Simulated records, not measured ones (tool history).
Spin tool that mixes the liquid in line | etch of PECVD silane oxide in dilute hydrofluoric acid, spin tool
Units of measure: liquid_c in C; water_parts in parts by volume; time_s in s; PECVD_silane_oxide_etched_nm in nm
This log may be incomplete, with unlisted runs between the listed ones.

run,hour,liquid_c,water_parts,time_s,PECVD_silane_oxide_etched_nm
1,0.0,21.0,170,80,14.344
2,3.7,21.0,125,80,20.367
3,10.1,20.5,125,80,19.955
4,16.0,22.0,125,80,21.370
5,17.8,21.5,125,80,20.778
6,20.2,21.5,125,80,20.833
7,25.5,21.0,125,80,20.485

Forecast run 8:
8,28.2,20.5,125,80,?

Run 8 yielded PECVD_silane_oxide_etched_nm 20.012 nm.

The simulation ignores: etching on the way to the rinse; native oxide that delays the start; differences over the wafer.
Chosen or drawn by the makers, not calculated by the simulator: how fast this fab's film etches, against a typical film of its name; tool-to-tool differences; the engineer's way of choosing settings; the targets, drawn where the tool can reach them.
